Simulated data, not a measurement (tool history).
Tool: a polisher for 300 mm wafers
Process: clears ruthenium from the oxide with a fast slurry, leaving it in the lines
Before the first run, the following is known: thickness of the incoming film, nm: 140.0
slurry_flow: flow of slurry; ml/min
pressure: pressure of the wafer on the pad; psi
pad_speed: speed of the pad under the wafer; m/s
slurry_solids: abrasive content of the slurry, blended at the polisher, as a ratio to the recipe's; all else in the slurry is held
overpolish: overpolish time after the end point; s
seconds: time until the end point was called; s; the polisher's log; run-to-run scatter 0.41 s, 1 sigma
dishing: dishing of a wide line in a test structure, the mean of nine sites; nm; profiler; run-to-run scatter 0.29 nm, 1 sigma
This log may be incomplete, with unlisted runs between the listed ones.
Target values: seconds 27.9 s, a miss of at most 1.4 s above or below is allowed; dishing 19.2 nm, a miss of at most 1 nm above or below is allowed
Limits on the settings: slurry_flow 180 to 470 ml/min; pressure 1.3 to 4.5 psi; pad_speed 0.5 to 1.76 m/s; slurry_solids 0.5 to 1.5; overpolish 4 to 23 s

Run 1, hour 0: slurry_flow 300 ml/min, pressure 2.9 psi, pad_speed 1.12 m/s, slurry_solids 1, overpolish 12 s. Result: seconds 37.059 s, dishing 41.178 nm.
Run 2, hour 3.4: slurry_flow 300 ml/min, pressure 3.6 psi, pad_speed 1.12 m/s, slurry_solids 1, overpolish 12 s. Result: seconds 31.19 s, dishing 48.848 nm.
Run 3, hour 4: slurry_flow 250 ml/min, pressure 3.6 psi, pad_speed 1.12 m/s, slurry_solids 1, overpolish 12 s. Result: seconds 30.535 s, dishing 48.031 nm.
Run 4, hour 7.3: slurry_flow 230 ml/min, pressure 3.4 psi, pad_speed 1.16 m/s, slurry_solids 1, overpolish 10 s. Result: seconds 31.71 s, dishing 40.401 nm.
Run 5, hour 13.9: slurry_flow 215 ml/min, pressure 3.3 psi, pad_speed 1.12 m/s, slurry_solids 1.05, overpolish 8 s. Result: seconds 31.793 s, dishing 32.027 nm.
Run 6, hour 19.8: slurry_flow 205 ml/min, pressure 3.2 psi, pad_speed 1.06 m/s, slurry_solids 1.2, overpolish 7 s. Result: seconds 33.932 s, dishing 28.265 nm.
Run 7, hour 25.2: slurry_flow 200 ml/min, pressure 3.3 psi, pad_speed 1.06 m/s, slurry_solids 1.2, overpolish 6 s. Result: seconds 32.406 s, dishing 24.837 nm.
Run 8, hour 25.9: slurry_flow 195 ml/min, pressure 3.6 psi, pad_speed 0.96 m/s, slurry_solids 1.3, overpolish 5 s. Result: seconds 31.885 s, dishing 20.669 nm.
Run 9, hour 34.8: slurry_flow 195 ml/min, pressure 3.7 psi, pad_speed 0.96 m/s, slurry_solids 1.35, overpolish 5 s. Result: seconds 31.2 s, dishing 20.595 nm.
Run 10, hour 42.7: slurry_flow 195 ml/min, pressure 3.8 psi, pad_speed 0.96 m/s, slurry_solids 1.35, overpolish 5 s. Result: seconds 30.758 s, dishing 22.018 nm.

Which one of the following 5 next-run settings gets every result inside its allowed miss? There is exactly one.
Run A, hour 50.6: slurry_flow 180 ml/min, pressure 3.7 psi, pad_speed 0.94 m/s, slurry_solids 1.25, overpolish 6 s. Result: seconds ?, dishing ?.
Run B, hour 50.6: slurry_flow 210 ml/min, pressure 3.8 psi, pad_speed 0.8 m/s, slurry_solids 1.3, overpolish 7 s. Result: seconds ?, dishing ?.
Run C, hour 50.6: slurry_flow 180 ml/min, pressure 3.9 psi, pad_speed 0.94 m/s, slurry_solids 1.2, overpolish 7 s. Result: seconds ?, dishing ?.
Run D, hour 50.6: slurry_flow 235 ml/min, pressure 4.1 psi, pad_speed 0.8 m/s, slurry_solids 1.25, overpolish 6 s. Result: seconds ?, dishing ?.
Run E, hour 50.6: slurry_flow 200 ml/min, pressure 4.2 psi, pad_speed 0.94 m/s, slurry_solids 1.35, overpolish 4 s. Result: seconds ?, dishing ?.

move  seconds  dishing
   A   33.627    23.47
   B   37.167   24.699
   C   32.655   27.892
   D    34.94   22.634
   E   28.818   18.479
A: its largest miss is bigger than the last run's
B: its largest miss is bigger than the last run's
C: its largest miss is bigger than the last run's
D: its largest miss is bigger than the last run's
E: all results in spec
The move that meets every target is E.
